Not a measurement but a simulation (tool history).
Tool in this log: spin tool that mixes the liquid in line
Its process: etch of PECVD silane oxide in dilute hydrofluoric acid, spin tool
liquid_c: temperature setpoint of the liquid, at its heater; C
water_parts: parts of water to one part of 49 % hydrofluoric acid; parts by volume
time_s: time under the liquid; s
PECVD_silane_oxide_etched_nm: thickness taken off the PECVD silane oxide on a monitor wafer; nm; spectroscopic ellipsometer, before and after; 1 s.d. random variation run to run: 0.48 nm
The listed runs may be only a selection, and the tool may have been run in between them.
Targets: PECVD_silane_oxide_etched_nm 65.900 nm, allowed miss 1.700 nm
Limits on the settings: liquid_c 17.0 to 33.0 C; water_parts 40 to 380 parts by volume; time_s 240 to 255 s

| run | day | liquid_c | water_parts | time_s | PECVD_silane_oxide_etched_nm |
|---|---|---|---|---|---|
| 1 | 0.000 | 25.0 | 210 | 240 | 34.026 |
| 2 | 0.308 | 26.5 | 195 | 240 | 40.221 |
| 3 | 0.654 | 29.5 | 195 | 240 | 44.248 |
| 4 | 1.025 | 27.0 | 195 | 240 | 40.340 |
| 5 | 1.262 | 28.5 | 185 | 240 | 45.247 |
| 6 | 1.529 | 28.5 | 145 | 240 | 60.774 |
| 7 | 1.762 | 29.0 | 145 | 240 | 61.927 |
| 8 | 1.892 | 29.5 | 145 | 240 | 62.864 |

Which single option among these 5 for the next run brings every result within its allowed miss of target? Just one does.
| A | 2.021 | 27.0 | 135 | 255 | ? |
| B | 2.021 | 28.0 | 145 | 245 | ? |
| C | 2.021 | 29.0 | 155 | 240 | ? |
| D | 2.021 | 27.5 | 150 | 255 | ? |
| E | 2.021 | 29.5 | 135 | 240 | ? |

| move | PECVD_silane_oxide_etched_nm |
|---|---|
| A | 67.352 |
| B | 61.749 |
| C | 57.952 |
| D | 60.613 |
| E | 69.540 |
A: each result inside its tolerance
B: misses by more than the last run did
C: misses by more than the last run did
D: misses by more than the last run did
E: the result that was furthest off in the last run now lies on the other side of its target
Move A is the one to make.
